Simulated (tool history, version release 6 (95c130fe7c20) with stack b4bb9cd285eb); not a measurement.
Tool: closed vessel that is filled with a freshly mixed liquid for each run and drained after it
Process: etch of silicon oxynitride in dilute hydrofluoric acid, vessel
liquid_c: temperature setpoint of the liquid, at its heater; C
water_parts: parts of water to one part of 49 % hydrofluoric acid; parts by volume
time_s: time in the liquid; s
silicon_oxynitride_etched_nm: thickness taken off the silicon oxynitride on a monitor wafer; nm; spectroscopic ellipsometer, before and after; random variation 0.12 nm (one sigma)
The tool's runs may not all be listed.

Run 1, hour 0: liquid_c 26 C, water_parts 45 parts by volume, time_s 310 s. Result: silicon_oxynitride_etched_nm 31.801 nm.
Run 2, hour 3.1: liquid_c 24 C, water_parts 45 parts by volume, time_s 310 s. Result: silicon_oxynitride_etched_nm 28.86 nm.
Run 3, hour 7.3: liquid_c 24 C, water_parts 55 parts by volume, time_s 310 s. Result: silicon_oxynitride_etched_nm 23.225 nm.
Run 4, hour 8.5: liquid_c 20.5 C, water_parts 55 parts by volume, time_s 310 s. Result: silicon_oxynitride_etched_nm 19.686 nm.
Run 5, hour 15.5: liquid_c 24.5 C, water_parts 55 parts by volume, time_s 310 s. Result: silicon_oxynitride_etched_nm 24.018 nm.
Run 6, hour 21.2: liquid_c 27.5 C, water_parts 55 parts by volume, time_s 310 s. Result: silicon_oxynitride_etched_nm 27.68 nm.
Run 7, hour 29.4: liquid_c 29.5 C, water_parts 55 parts by volume, time_s 310 s. Result: silicon_oxynitride_etched_nm 30.426 nm.
Run 8, hour 36.2: liquid_c 31 C, water_parts 55 parts by volume, time_s 310 s. Result: silicon_oxynitride_etched_nm 32.552 nm.
Run 9, hour 37.3: liquid_c 32 C, water_parts 55 parts by volume, time_s 310 s. Result: silicon_oxynitride_etched_nm 34.241 nm.
Run 10, hour 41.6: liquid_c 32.5 C, water_parts 55 parts by volume, time_s 310 s. Result: silicon_oxynitride_etched_nm 34.91 nm.

The next listed run, before its measurement:
Run 11, hour 47.8: liquid_c 33 C, water_parts 55 parts by volume, time_s 310 s. Result: silicon_oxynitride_etched_nm ?.

Run 11 gave silicon_oxynitride_etched_nm 35.766 nm.
